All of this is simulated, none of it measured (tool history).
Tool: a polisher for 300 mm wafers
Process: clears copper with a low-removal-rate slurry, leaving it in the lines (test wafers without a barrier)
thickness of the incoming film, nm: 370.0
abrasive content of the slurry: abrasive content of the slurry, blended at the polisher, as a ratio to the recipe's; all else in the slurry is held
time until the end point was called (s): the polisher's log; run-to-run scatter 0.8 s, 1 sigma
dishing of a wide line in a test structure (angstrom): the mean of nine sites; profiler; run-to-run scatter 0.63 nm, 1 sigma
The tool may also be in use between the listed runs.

run,hour,flow of slurry (ml/min),pressure of the wafer on the pad (kPa),speed of the pad under the wafer (m/s),abrasive content of the slurry,overpolish time after the end point (s),time until the end point was called (s),dishing of a wide line in a test structure (angstrom)
1,0.0,265,24.8,1.40,1.00,16,61.312,510.23
2,1.0,265,26.2,1.42,1.00,15,58.605,501.20
3,6.0,265,27.6,1.42,1.00,14,55.063,487.41
4,13.6,265,29.0,1.42,1.00,14,53.876,506.44
5,18.0,265,30.3,1.42,1.00,14,51.517,519.76
6,23.9,265,24.8,1.42,1.00,14,57.958,470.00
7,29.2,265,24.8,1.42,1.00,14,58.432,464.25
8,30.1,265,26.9,1.44,1.00,14,54.048,485.60
9,36.4,265,28.3,1.44,1.00,14,54.631,499.57
10,38.7,265,29.6,1.46,1.00,14,53.659,528.47

Run 11, settings as shown, results not yet in. Your forecast:
11,47.6,270,31.0,1.48,1.05,13,?,?

{"run 11": {"time until the end point was called (s)": 48.452, "dishing of a wide line in a test structure (angstrom)": 516.13}}

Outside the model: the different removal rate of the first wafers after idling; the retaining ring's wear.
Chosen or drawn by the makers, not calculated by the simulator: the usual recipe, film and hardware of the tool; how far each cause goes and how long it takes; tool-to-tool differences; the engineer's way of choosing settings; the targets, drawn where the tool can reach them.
